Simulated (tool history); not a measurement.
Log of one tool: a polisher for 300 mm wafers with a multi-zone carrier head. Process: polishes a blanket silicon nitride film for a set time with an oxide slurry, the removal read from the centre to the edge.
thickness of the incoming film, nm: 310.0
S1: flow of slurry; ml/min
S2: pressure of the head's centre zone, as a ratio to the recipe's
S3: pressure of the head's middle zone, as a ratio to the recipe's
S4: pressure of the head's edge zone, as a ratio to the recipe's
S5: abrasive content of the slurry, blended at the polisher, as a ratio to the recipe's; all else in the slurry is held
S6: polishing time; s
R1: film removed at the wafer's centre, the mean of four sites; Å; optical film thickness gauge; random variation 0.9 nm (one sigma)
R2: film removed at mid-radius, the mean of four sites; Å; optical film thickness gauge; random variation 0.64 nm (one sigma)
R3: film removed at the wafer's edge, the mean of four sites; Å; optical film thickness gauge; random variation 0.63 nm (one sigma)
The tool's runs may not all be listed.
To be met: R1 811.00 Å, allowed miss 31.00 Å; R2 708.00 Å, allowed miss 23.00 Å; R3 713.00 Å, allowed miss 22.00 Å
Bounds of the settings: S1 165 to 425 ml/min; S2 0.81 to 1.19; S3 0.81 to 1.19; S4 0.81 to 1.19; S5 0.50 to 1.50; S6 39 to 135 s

{"run": 1, "hour": 0.0, "S1": 275, "S2": 1.0, "S3": 1.0, "S4": 1.0, "S5": 1.0, "S6": 87, "R1": 447.36, "R2": 446.54, "R3": 441.9}
{"run": 2, "hour": 8.7, "S1": 275, "S2": 1.0, "S3": 1.0, "S4": 1.0, "S5": 1.1, "S6": 87, "R1": 458.6, "R2": 464.47, "R3": 449.08}
{"run": 3, "hour": 14.6, "S1": 280, "S2": 1.03, "S3": 0.99, "S4": 1.03, "S5": 1.2, "S6": 92, "R1": 514.05, "R2": 489.42, "R3": 505.68}
{"run": 4, "hour": 21.6, "S1": 280, "S2": 1.06, "S3": 0.99, "S4": 1.03, "S5": 1.2, "S6": 92, "R1": 519.44, "R2": 490.43, "R3": 508.79}
{"hour": 29.6, "done": "worn pad replaced by a new one"}
{"run": 5, "hour": 29.6, "S1": 290, "S2": 1.09, "S3": 1.0, "S4": 1.02, "S5": 1.25, "S6": 96, "R1": 640.55, "R2": 601.06, "R3": 595.36}
{"run": 6, "hour": 31.6, "S1": 310, "S2": 1.1, "S3": 0.99, "S4": 1.02, "S5": 1.25, "S6": 96, "R1": 646.97, "R2": 593.85, "R3": 596.09}
{"run": 7, "hour": 33.1, "S1": 330, "S2": 1.11, "S3": 0.99, "S4": 1.03, "S5": 1.25, "S6": 96, "R1": 662.37, "R2": 592.44, "R3": 600.17}
{"run": 8, "hour": 38.4, "S1": 335, "S2": 1.12, "S3": 1.0, "S4": 1.04, "S5": 1.3, "S6": 96, "R1": 676.7, "R2": 611.53, "R3": 619.36}

Which of these 5 next moves meets every target?
{"run": "A", "hour": 43.7, "S1": 360, "S2": 0.82, "S3": 1.12, "S4": 1.19, "S5": 1.5, "S6": 95, "R1": "?", "R2": "?", "R3": "?"}
{"run": "B", "hour": 43.7, "S1": 175, "S2": 1.18, "S3": 1.0, "S4": 1.0, "S5": 1.3, "S6": 119, "R1": "?", "R2": "?", "R3": "?"}
{"run": "C", "hour": 43.7, "S1": 405, "S2": 0.99, "S3": 1.05, "S4": 1.05, "S5": 1.4, "S6": 112, "R1": "?", "R2": "?", "R3": "?"}
{"run": "D", "hour": 43.7, "S1": 335, "S2": 0.94, "S3": 0.94, "S4": 1.07, "S5": 1.45, "S6": 120, "R1": "?", "R2": "?", "R3": "?"}
{"run": "E", "hour": 43.7, "S1": 335, "S2": 1.05, "S3": 0.92, "S4": 1.08, "S5": 1.05, "S6": 89, "R1": "?", "R2": "?", "R3": "?"}

move=A R1=537.38 R2=703.66 R3=685.52
move=B R1=814.03 R2=719.02 R3=719.49
move=C R1=729.90 R2=773.96 R3=747.24
move=D R1=745.97 R2=754.04 R3=810.24
move=E R1=546.09 R2=494.09 R3=543.46
A: further off than the last run
B: meets every target
C: nearer than the last run, and not there yet
D: as far off as the last run
E: further off than the last run
Answer: B
